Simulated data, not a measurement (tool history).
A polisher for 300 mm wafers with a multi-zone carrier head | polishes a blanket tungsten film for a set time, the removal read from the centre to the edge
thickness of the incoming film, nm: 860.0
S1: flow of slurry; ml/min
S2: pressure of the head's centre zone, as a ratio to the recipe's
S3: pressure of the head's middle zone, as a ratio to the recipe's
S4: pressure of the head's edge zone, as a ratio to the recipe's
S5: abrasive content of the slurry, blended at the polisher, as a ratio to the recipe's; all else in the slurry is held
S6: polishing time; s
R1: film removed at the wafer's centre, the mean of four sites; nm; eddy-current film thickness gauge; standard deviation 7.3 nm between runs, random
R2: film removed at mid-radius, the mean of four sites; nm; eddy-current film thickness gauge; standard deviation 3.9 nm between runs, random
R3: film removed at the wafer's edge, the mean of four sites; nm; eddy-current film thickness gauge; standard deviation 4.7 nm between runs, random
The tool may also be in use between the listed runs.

{"run": 1, "hour": 0.0, "S1": 215, "S2": 1.0, "S3": 1.0, "S4": 1.0, "S5": 1.0, "S6": 54, "R1": 352.8, "R2": 341.93, "R3": 345.67}
{"run": 2, "hour": 6.1, "S1": 215, "S2": 1.0, "S3": 1.0, "S4": 1.0, "S5": 0.8, "S6": 54, "R1": 341.06, "R2": 335.28, "R3": 342.61}
{"run": 3, "hour": 12.7, "S1": 220, "S2": 0.99, "S3": 1.0, "S4": 1.03, "S5": 0.85, "S6": 58, "R1": 365.3, "R2": 359.37, "R3": 364.04}
{"run": 4, "hour": 15.9, "S1": 205, "S2": 0.96, "S3": 0.98, "S4": 1.04, "S5": 0.9, "S6": 63, "R1": 379.72, "R2": 380.96, "R3": 405.44}
{"run": 5, "hour": 21.0, "S1": 195, "S2": 0.96, "S3": 0.99, "S4": 1.05, "S5": 1.0, "S6": 66, "R1": 413.87, "R2": 410.58, "R3": 430.44}
{"run": 6, "hour": 23.4, "S1": 195, "S2": 0.95, "S3": 0.99, "S4": 1.07, "S5": 1.1, "S6": 68, "R1": 427.77, "R2": 429.81, "R3": 459.1}

The next listed run, before its measurement:
{"run": 7, "hour": 24.4, "S1": 205, "S2": 0.95, "S3": 1.0, "S4": 1.09, "S5": 1.2, "S6": 69, "R1": "?", "R2": "?", "R3": "?"}

R1: 452.30 nm
R2: 448.93 nm
R3: 481.80 nm
